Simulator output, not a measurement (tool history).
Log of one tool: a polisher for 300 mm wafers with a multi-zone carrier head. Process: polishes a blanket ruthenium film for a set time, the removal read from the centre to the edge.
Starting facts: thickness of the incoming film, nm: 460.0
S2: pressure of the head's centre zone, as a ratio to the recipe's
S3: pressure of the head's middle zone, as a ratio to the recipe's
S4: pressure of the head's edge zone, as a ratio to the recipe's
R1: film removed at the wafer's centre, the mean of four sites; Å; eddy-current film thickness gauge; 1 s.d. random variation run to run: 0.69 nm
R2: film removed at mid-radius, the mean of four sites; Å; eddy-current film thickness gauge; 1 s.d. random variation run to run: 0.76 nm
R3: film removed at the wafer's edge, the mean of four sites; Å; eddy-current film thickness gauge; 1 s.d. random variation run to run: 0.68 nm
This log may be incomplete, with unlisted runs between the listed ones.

{"run": 1, "hour": 0.0, "flow of slurry (ml/min)": 300, "S2": 1, "S3": 1, "S4": 1, "polishing time (s)": 56, "R1": 632.03, "R2": 637.19, "R3": 631.4}
{"run": 2, "hour": 1.6, "flow of slurry (ml/min)": 300, "S2": 1, "S3": 0.93, "S4": 1, "polishing time (s)": 56, "R1": 635.04, "R2": 594.21, "R3": 630.23}
{"run": 3, "hour": 8.8, "flow of slurry (ml/min)": 300, "S2": 1, "S3": 0.93, "S4": 0.93, "polishing time (s)": 56, "R1": 640.9, "R2": 596.97, "R3": 622.09}
{"run": 4, "hour": 16.4, "flow of slurry (ml/min)": 300, "S2": 1, "S3": 0.89, "S4": 0.93, "polishing time (s)": 56, "R1": 637.03, "R2": 580.3, "R3": 609.39}
{"run": 5, "hour": 18.2, "flow of slurry (ml/min)": 310, "S2": 1.02, "S3": 0.96, "S4": 0.91, "polishing time (s)": 57, "R1": 660.35, "R2": 617.64, "R3": 618.78}
{"run": 6, "hour": 24.7, "flow of slurry (ml/min)": 315, "S2": 1.04, "S3": 1.01, "S4": 0.91, "polishing time (s)": 58, "R1": 684.91, "R2": 662.81, "R3": 626.79}
{"run": 7, "hour": 26.7, "flow of slurry (ml/min)": 320, "S2": 1.05, "S3": 1.04, "S4": 0.92, "polishing time (s)": 59, "R1": 701.95, "R2": 687.48, "R3": 639.9}

For run 8, what comes out?
{"run": 8, "hour": 29.3, "flow of slurry (ml/min)": 325, "S2": 1.06, "S3": 1.07, "S4": 0.92, "polishing time (s)": 60, "R1": "?", "R2": "?", "R3": "?"}

R1: 728.64 Å
R2: 739.44 Å
R3: 654.24 Å
